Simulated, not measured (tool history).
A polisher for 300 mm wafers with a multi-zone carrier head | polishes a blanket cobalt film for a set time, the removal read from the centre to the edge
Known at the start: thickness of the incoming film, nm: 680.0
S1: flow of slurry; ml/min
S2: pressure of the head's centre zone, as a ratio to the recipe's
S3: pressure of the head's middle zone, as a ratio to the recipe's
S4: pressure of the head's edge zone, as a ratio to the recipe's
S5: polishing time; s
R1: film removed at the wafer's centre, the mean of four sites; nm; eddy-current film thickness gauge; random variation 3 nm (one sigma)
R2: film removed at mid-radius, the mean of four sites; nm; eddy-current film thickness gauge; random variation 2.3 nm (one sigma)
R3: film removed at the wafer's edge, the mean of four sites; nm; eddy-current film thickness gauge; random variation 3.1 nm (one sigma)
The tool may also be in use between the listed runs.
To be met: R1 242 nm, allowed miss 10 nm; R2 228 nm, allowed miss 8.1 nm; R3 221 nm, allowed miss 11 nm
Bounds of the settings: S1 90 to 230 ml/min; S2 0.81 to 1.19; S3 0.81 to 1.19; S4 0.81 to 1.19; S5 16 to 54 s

Run 1, hour 0: S1 150 ml/min, S2 1, S3 1, S4 1, S5 35 s. Result: R1 186.12 nm, R2 182.28 nm, R3 177.04 nm.
Run 2, hour 2.9: S1 155 ml/min, S2 1.01, S3 1.01, S4 1.01, S5 35 s. Result: R1 187.51 nm, R2 182.56 nm, R3 181.15 nm.
Run 3, hour 6.4: S1 160 ml/min, S2 1.02, S3 1.02, S4 1.01, S5 35 s. Result: R1 187.33 nm, R2 185.76 nm, R3 183.55 nm.
Run 4, hour 12.9: S1 160 ml/min, S2 1.03, S3 1.03, S4 1.01, S5 36 s. Result: R1 198.68 nm, R2 192.98 nm, R3 184.76 nm.
Run 5, hour 13.8: S1 165 ml/min, S2 1.04, S3 1.04, S4 1.02, S5 36 s. Result: R1 194.36 nm, R2 194.71 nm, R3 186.9 nm.
Run 6, hour 17.7: S1 165 ml/min, S2 1.05, S3 1.04, S4 1.02, S5 37 s. Result: R1 208.59 nm, R2 201.46 nm, R3 192.2 nm.
Run 7, hour 18.9: S1 170 ml/min, S2 1.06, S3 1.04, S4 1.03, S5 37 s. Result: R1 206.19 nm, R2 200.37 nm, R3 191.92 nm.
Run 8, hour 23.6: S1 175 ml/min, S2 1.08, S3 1.04, S4 1.06, S5 40 s. Result: R1 231.45 nm, R2 218.69 nm, R3 213.05 nm.
Run 9, hour 28.2: S1 180 ml/min, S2 1.09, S3 1.05, S4 1.07, S5 40 s. Result: R1 234.06 nm, R2 221.53 nm, R3 213.88 nm.

5 next moves are on the table. One of them brings every result within its allowed miss. Which?
Run A, hour 32.8: S1 165 ml/min, S2 1.1, S3 1.03, S4 1.04, S5 39 s. Result: R1 ?, R2 ?, R3 ?.
Run B, hour 32.8: S1 195 ml/min, S2 1.08, S3 1.04, S4 1.09, S5 41 s. Result: R1 ?, R2 ?, R3 ?.
Run C, hour 32.8: S1 180 ml/min, S2 1.17, S3 0.96, S4 1.03, S5 41 s. Result: R1 ?, R2 ?, R3 ?.
Run D, hour 32.8: S1 170 ml/min, S2 1.19, S3 1.01, S4 1.03, S5 40 s. Result: R1 ?, R2 ?, R3 ?.
Run E, hour 32.8: S1 210 ml/min, S2 1.18, S3 1.19, S4 1.06, S5 37 s. Result: R1 ?, R2 ?, R3 ?.

move      R1      R2      R3
   A   224.3  207.11  202.49
   B  238.23  224.28  220.99
   C  251.71  209.75  214.02
   D     247  210.32  207.48
   E  234.28  225.11  197.98
A: further off than the last run
B: meets every target
C: further off than the last run
D: further off than the last run
E: brings the result that was furthest off to its target, and leaves another outside
The right move is B.
